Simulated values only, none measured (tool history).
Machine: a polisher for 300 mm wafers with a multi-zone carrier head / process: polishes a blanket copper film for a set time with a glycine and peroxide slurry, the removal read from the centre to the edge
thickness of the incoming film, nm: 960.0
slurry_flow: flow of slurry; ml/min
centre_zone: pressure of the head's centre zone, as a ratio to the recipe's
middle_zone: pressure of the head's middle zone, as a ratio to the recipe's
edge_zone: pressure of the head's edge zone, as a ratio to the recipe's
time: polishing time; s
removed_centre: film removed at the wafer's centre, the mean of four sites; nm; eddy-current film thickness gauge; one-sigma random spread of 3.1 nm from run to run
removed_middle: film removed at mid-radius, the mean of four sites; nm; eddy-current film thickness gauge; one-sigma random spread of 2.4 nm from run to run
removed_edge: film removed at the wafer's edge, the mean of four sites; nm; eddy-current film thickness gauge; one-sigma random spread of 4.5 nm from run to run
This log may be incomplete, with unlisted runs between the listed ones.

run	hour	slurry_flow	centre_zone	middle_zone	edge_zone	time	removed_centre	removed_middle	removed_edge
1	0	275	1	1	1	48	246.76	241.77	250.51
2	7.9	275	1.01	0.99	1.02	49	253.88	246.01	257.82
3	11.1	275	1.02	0.98	1.04	50	261.88	248.03	271.37
4	16.6	275	1.02	0.98	0.96	50	262.72	247.46	256.23
5	18.2	275	1.02	0.98	0.9	50	260.25	248.05	247.86
6	24.5	275	1.02	0.98	0.9	43	224.43	214.5	213.9

Estimate the outcome of run 7 from the log above:
7	25.3	275	1.03	0.98	0.93	45	?	?	?

For run 7 the tool returned removed_centre 235.23 nm, removed_middle 225.69 nm, removed_edge 223.69 nm.

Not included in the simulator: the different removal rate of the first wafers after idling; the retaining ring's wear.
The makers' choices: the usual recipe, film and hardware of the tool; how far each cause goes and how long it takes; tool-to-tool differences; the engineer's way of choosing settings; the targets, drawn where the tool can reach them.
